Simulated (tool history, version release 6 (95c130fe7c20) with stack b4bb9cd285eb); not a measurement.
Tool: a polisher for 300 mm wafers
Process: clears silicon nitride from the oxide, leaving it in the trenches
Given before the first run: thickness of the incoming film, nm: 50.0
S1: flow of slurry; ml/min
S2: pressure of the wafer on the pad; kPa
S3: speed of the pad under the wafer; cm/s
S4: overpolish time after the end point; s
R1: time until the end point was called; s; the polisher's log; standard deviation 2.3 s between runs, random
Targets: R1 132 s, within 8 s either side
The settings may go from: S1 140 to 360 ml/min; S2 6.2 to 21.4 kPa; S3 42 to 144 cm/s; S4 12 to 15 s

run	day	S1	S2	S3	S4	R1
1	0	230	13.8	92	15	70.276
2	0.029	230	12.4	90	15	80.41
3	0.221	205	12.4	90	15	80.034
4	0.312	205	13.8	90	15	73.782
5	0.421	205	13.8	90	15	73.633
6	0.771	180	13.8	90	15	76.72
7	0.796	180	12.4	88	15	84.429
8	1.038	175	8.3	76	15	141.82

Exactly one of the 4 candidate moves below puts every result within its allowed miss. Which one?
A	1.279	180	9	78	15	?
B	1.279	155	9	92	15	?
C	1.279	140	14.5	56	12	?
D	1.279	215	7.6	102	12	?

move	R1
A	128.86
B	112.38
C	116.1
D	113.78
A: hits every target within its allowed miss
B: pushes the last run's worst result past its target
C: pushes the last run's worst result past its target
D: pushes the last run's worst result past its target
Answer: A
